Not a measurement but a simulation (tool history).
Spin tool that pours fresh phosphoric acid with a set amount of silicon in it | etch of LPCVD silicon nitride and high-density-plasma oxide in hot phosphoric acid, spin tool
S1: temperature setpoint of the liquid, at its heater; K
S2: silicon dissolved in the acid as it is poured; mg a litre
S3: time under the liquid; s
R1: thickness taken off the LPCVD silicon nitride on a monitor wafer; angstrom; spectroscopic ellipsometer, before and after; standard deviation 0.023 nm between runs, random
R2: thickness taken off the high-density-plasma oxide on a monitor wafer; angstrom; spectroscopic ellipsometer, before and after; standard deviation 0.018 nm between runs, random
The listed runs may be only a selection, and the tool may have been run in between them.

run  hour      S1    S2  S3      R1      R2
  1     0  437.15  12.5  65  63.982   2.052
  2   1.6  437.15    16  65  63.818  2.5503
  3   6.2  439.15    16  65  68.492  2.0227
  4  10.9  438.15    15  55  55.942  1.8693
  5  17.3  437.15    15  55  54.321  1.8396
  6  20.8  436.65  14.5  50   47.93  1.4881
  7  29.3  435.65    15  50  46.577  1.2108
  8  37.1  435.65  13.5  45  42.372  1.4676

Expected results for the next run?
  9  41.8  435.15  13.5  45   ?   ?

R1: 41.302 angstrom
R2: 1.5428 angstrom
